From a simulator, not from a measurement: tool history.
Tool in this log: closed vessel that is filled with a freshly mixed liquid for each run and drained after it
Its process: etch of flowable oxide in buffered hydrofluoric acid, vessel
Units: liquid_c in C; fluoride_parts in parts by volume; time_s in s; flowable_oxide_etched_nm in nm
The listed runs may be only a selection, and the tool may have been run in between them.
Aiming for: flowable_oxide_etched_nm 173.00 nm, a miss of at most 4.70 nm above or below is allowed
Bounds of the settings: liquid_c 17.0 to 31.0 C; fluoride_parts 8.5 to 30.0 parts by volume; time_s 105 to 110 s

{"run": 1, "hour": 0.0, "liquid_c": 23.0, "fluoride_parts": 23.0, "time_s": 105, "flowable_oxide_etched_nm": 118.66}
{"run": 2, "hour": 1.4, "liquid_c": 23.0, "fluoride_parts": 20.5, "time_s": 105, "flowable_oxide_etched_nm": 130.17}
{"run": 3, "hour": 7.6, "liquid_c": 23.0, "fluoride_parts": 20.5, "time_s": 110, "flowable_oxide_etched_nm": 136.62}
{"run": 4, "hour": 15.0, "liquid_c": 23.0, "fluoride_parts": 24.5, "time_s": 110, "flowable_oxide_etched_nm": 120.49}
{"run": 5, "hour": 17.8, "liquid_c": 24.0, "fluoride_parts": 24.5, "time_s": 110, "flowable_oxide_etched_nm": 126.82}
{"run": 6, "hour": 25.9, "liquid_c": 24.0, "fluoride_parts": 24.5, "time_s": 110, "flowable_oxide_etched_nm": 127.22}
{"run": 7, "hour": 28.3, "liquid_c": 25.0, "fluoride_parts": 24.5, "time_s": 110, "flowable_oxide_etched_nm": 135.23}
{"run": 8, "hour": 35.3, "liquid_c": 26.0, "fluoride_parts": 24.5, "time_s": 110, "flowable_oxide_etched_nm": 142.97}
{"run": 9, "hour": 43.1, "liquid_c": 26.5, "fluoride_parts": 24.5, "time_s": 110, "flowable_oxide_etched_nm": 145.29}
{"run": 10, "hour": 44.8, "liquid_c": 27.0, "fluoride_parts": 24.5, "time_s": 110, "flowable_oxide_etched_nm": 151.09}

Exercise: of the 4 proposed moves below, exactly one satisfies all targets within the stated allowed misses. Which move is it?
{"run": "A", "hour": 46.5, "liquid_c": 25.5, "fluoride_parts": 23.5, "time_s": 110, "flowable_oxide_etched_nm": "?"}
{"run": "B", "hour": 46.5, "liquid_c": 27.0, "fluoride_parts": 26.0, "time_s": 105, "flowable_oxide_etched_nm": "?"}
{"run": "C", "hour": 46.5, "liquid_c": 28.5, "fluoride_parts": 25.5, "time_s": 110, "flowable_oxide_etched_nm": "?"}
{"run": "D", "hour": 46.5, "liquid_c": 28.5, "fluoride_parts": 22.5, "time_s": 110, "flowable_oxide_etched_nm": "?"}

move=A flowable_oxide_etched_nm=143.12
move=B flowable_oxide_etched_nm=138.24
move=C flowable_oxide_etched_nm=159.07
move=D flowable_oxide_etched_nm=173.30
A: lands further from the targets than the last run did
B: lands further from the targets than the last run did
C: closes in on the targets versus the last run, not all within tolerance yet
D: hits every target within its allowed miss
Move D is the one to make.
